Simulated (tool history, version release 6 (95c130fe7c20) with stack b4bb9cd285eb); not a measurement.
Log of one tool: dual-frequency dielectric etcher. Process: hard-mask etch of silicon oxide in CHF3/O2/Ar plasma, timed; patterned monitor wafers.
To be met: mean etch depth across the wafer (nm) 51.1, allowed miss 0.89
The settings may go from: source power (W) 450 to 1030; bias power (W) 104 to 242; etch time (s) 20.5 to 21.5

| run | hour | source power (W) | bias power (W) | etch time (s) | mean etch depth across the wafer (nm) |
|---|---|---|---|---|---|
| 1 | 0 | 740 | 173 | 20.5 | 44.88 |
| 2 | 1.9 | 810 | 176 | 20.5 | 46.332 |
| 3 | 10.4 | 810 | 176 | 21.5 | 48.64 |
| 4 | 18.6 | 890 | 176 | 21.5 | 49.588 |
| 5 | 21.3 | 890 | 176 | 20.5 | 46.949 |
| 6 | 26.3 | 890 | 176 | 20.5 | 47.101 |
| 7 | 28 | 920 | 184 | 20.5 | 48.013 |
| 8 | 36.8 | 940 | 191 | 20.5 | 48.682 |
| 9 | 42 | 960 | 197 | 20.5 | 49.46 |
| 10 | 47.6 | 970 | 201 | 20.5 | 49.958 |

4 next moves are on the table. One of them brings every result within its allowed miss. Which?
| A | 53.2 | 970 | 187 | 20.5 | ? |
| B | 53.2 | 1030 | 170 | 20.5 | ? |
| C | 53.2 | 840 | 181 | 21.5 | ? |
| D | 53.2 | 950 | 191 | 21.5 | ? |

| move | mean etch depth across the wafer (nm) |
|---|---|
| A | 48.886 |
| B | 48.387 |
| C | 49.142 |
| D | 51.304 |
A: further off than the last run
B: further off than the last run
C: further off than the last run
D: meets every target
Move D is the one to make.
